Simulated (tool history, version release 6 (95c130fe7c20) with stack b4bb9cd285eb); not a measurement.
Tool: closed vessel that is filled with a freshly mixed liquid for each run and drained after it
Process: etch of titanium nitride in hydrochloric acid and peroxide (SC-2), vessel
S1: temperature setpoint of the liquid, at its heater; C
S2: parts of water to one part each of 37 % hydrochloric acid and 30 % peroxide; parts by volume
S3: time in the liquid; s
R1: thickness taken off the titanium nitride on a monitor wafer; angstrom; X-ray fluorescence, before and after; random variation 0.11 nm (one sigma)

Run 1, hour 0.0: S1 55.0 C, S2 8.5 parts by volume, S3 1360 s. Result: R1 784.23 angstrom.
Run 2, hour 4.1: S1 51.5 C, S2 8.5 parts by volume, S3 1360 s. Result: R1 618.84 angstrom.
Run 3, hour 9.4: S1 51.5 C, S2 11.5 parts by volume, S3 1360 s. Result: R1 481.75 angstrom.
Run 4, hour 13.8: S1 50.0 C, S2 11.5 parts by volume, S3 1360 s. Result: R1 439.95 angstrom.
Run 5, hour 14.8: S1 50.0 C, S2 9.0 parts by volume, S3 1360 s. Result: R1 533.63 angstrom.
Run 6, hour 19.4: S1 50.0 C, S2 9.0 parts by volume, S3 1360 s. Result: R1 534.07 angstrom.
Run 7, hour 22.9: S1 48.0 C, S2 9.0 parts by volume, S3 1360 s. Result: R1 468.16 angstrom.
Run 8, hour 28.2: S1 46.5 C, S2 9.0 parts by volume, S3 1360 s. Result: R1 424.27 angstrom.
Run 9, hour 37.2: S1 45.5 C, S2 9.0 parts by volume, S3 1360 s. Result: R1 394.82 angstrom.
Run 10, hour 44.5: S1 44.5 C, S2 9.0 parts by volume, S3 1360 s. Result: R1 367.16 angstrom.
Run 11, hour 47.1: S1 44.0 C, S2 9.0 parts by volume, S3 1360 s. Result: R1 356.09 angstrom.
Run 12, hour 55.5: S1 42.0 C, S2 9.0 parts by volume, S3 1360 s. Result: R1 310.00 angstrom.
Run 13, hour 58.8: S1 42.5 C, S2 9.0 parts by volume, S3 1360 s. Result: R1 322.44 angstrom.
Run 14, hour 65.1: S1 42.5 C, S2 9.0 parts by volume, S3 1360 s. Result: R1 320.77 angstrom.
Run 15, hour 68.5: S1 42.0 C, S2 9.0 parts by volume, S3 1360 s. Result: R1 309.52 angstrom.
Run 16, hour 77.2: S1 42.5 C, S2 9.0 parts by volume, S3 1360 s. Result: R1 319.47 angstrom.
Run 17, hour 81.8: S1 42.5 C, S2 9.0 parts by volume, S3 1360 s. Result: R1 321.21 angstrom.
Run 18, hour 89.5: S1 42.0 C, S2 9.0 parts by volume, S3 1360 s. Result: R1 309.18 angstrom.
Run 19, hour 92.3: S1 42.5 C, S2 9.0 parts by volume, S3 1360 s. Result: R1 322.42 angstrom.
Run 20, hour 93.4: S1 42.5 C, S2 9.0 parts by volume, S3 1360 s. Result: R1 319.87 angstrom.
Run 21, hour 94.5: S1 42.0 C, S2 9.0 parts by volume, S3 1360 s. Result: R1 309.56 angstrom.
Run 22, hour 102.8: S1 42.5 C, S2 9.0 parts by volume, S3 1360 s. Result: R1 319.41 angstrom.
Run 23, hour 105.1: S1 42.0 C, S2 9.0 parts by volume, S3 1360 s. Result: R1 311.60 angstrom.
Run 24, hour 107.7: S1 42.5 C, S2 9.0 parts by volume, S3 1360 s. Result: R1 320.14 angstrom.
Run 25, hour 111.6: S1 42.0 C, S2 9.0 parts by volume, S3 1360 s. Result: R1 307.71 angstrom.
Run 26, hour 118.2: S1 42.5 C, S2 9.0 parts by volume, S3 1360 s. Result: R1 321.28 angstrom.
At hour 120.6: chemicals flow meter replaced.
Run 27, hour 120.6: S1 42.0 C, S2 9.0 parts by volume, S3 1360 s. Result: R1 283.00 angstrom.

Run 28 comes next. What will it give?
Run 28, hour 127.0: S1 42.5 C, S2 9.0 parts by volume, S3 1360 s. Result: R1 ?.

R1: 294.04 angstrom
